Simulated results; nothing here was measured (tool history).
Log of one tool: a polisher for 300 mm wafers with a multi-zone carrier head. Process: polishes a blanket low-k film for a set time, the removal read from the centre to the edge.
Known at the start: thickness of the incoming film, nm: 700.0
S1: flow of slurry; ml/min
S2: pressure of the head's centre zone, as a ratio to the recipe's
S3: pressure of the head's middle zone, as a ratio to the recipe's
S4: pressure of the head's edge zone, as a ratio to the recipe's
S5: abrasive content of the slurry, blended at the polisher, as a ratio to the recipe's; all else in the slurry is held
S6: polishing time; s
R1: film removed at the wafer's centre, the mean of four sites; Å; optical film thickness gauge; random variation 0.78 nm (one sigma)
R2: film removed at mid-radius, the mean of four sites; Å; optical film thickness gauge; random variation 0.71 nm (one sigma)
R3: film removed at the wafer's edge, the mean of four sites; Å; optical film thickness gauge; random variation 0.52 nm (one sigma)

run	hour	S1	S2	S3	S4	S5	S6	R1	R2	R3
1	0.0	290	1.00	1.00	1.00	1.00	87	372.72	360.13	377.34
2	4.3	295	1.02	1.01	1.02	1.10	89	405.64	389.00	407.38
3	7.1	270	1.02	1.01	1.02	1.10	89	392.15	395.43	401.79
4	11.0	285	1.04	1.02	1.04	1.15	90	422.87	400.10	420.39
5	15.4	290	1.05	1.03	1.05	1.20	92	447.24	417.13	432.02
6	21.6	290	1.05	1.03	1.05	1.20	79	380.17	356.07	371.09

Run 7 comes next. What will it give?
7	28.5	295	1.05	1.03	1.06	1.25	83	?	?	?

{"run 7": {"R1": 397.18, "R2": 398.95, "R3": 392.59}}
